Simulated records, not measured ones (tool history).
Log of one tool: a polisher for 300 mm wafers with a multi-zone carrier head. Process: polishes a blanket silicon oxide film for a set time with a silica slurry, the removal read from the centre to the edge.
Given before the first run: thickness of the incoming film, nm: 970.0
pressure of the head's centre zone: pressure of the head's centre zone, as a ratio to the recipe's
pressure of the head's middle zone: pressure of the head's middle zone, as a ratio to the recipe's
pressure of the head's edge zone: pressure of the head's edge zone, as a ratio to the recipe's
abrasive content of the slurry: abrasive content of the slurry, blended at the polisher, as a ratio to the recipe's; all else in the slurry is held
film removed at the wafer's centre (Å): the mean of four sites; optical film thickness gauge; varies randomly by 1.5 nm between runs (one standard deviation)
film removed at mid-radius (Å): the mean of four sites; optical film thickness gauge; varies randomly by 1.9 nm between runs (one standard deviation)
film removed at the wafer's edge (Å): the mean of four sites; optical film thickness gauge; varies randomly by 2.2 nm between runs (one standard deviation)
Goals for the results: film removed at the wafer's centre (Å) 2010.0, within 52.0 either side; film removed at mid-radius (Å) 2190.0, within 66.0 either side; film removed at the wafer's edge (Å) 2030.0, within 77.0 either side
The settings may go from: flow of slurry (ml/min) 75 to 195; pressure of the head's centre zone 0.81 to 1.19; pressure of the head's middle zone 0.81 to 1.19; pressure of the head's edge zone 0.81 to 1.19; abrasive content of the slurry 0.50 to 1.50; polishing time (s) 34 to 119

run  hour  flow of slurry (ml/min)  pressure of the head's centre zone  pressure of the head's middle zone  pressure of the head's edge zone  abrasive content of the slurry  polishing time (s)  film removed at the wafer's centre (Å)  film removed at mid-radius (Å)  film removed at the wafer's edge (Å)
  1   0.0                      125                                1.00                                1.00                              1.00                            1.00                  76                                  2600.4                          2501.8                                2589.8
  2   3.9                      125                                0.92                                1.00                              1.00                            1.00                  76                                  2363.7                          2489.0                                2565.0
  3  10.1                      125                                0.92                                1.00                              1.00                            1.10                  76                                  2423.6                          2498.2                                2672.4
  4  12.0                      125                                0.85                                1.00                              1.00                            1.10                  76                                  2222.8                          2569.3                                2639.7
  5  19.8                      115                                0.87                                0.99                              0.94                            0.95                  76                                  2150.7                          2366.5                                2461.7
     28.5  -- slurry nozzle cleaned
  6  28.5                      115                                0.87                                0.99                              0.88                            0.95                  76                                  2298.4                          2503.8                                2522.9
  7  35.1                      115                                0.87                                0.99                              0.88                            0.95                  76                                  2273.4                          2497.6                                2525.8
  8  41.5                      105                                0.94                                1.06                              0.81                            0.70                  75                                  2248.7                          2331.3                                2156.7
  9  48.8                      100                                0.93                                1.06                              0.81                            0.65                  75                                  2103.5                          2318.0                                2100.6
 10  56.9                       95                                0.93                                1.05                              0.81                            0.65                  75                                  2120.8                          2296.4                                2073.7
 11  57.5                       75                                0.90                                1.02                              0.83                            0.65                  75                                  1972.0                          2141.8                                2082.6

Of the 5 settings listed for the next run, only one would bring every result within its allowed miss of target. Which one?
  A  58.1                       85                                0.89                                1.08                              0.93                            0.60                  78                                       ?                               ?                                     ?
  B  58.1                       80                                0.93                                1.06                              0.81                            0.60                  75                                       ?                               ?                                     ?
  C  58.1                       75                                0.88                                1.02                              0.83                            0.60                  81                                       ?                               ?                                     ?
  D  58.1                       85                                0.90                                1.13                              0.87                            0.75                  68                                       ?                               ?                                     ?
  E  58.1                       85                                0.82                                1.03                              0.82                            0.50                  85                                       ?                               ?                                     ?

move  film removed at the wafer's centre (Å)  film removed at mid-radius (Å)  film removed at the wafer's edge (Å)
   A                                  2025.3                          2342.1                                2219.4
   B                                  2013.5                          2195.5                                2025.0
   C                                  2032.5                          2272.5                                2190.8
   D                                  1899.6                          2257.3                                2009.8
   E                                  1936.3                          2338.0                                2211.4
A: the worst result of the last run now meets its target, but another is out of spec
B: all results in spec
C: the worst result of the last run now meets its target, but another is out of spec
D: further off than the last run
E: further off than the last run
The move that meets every target is B.

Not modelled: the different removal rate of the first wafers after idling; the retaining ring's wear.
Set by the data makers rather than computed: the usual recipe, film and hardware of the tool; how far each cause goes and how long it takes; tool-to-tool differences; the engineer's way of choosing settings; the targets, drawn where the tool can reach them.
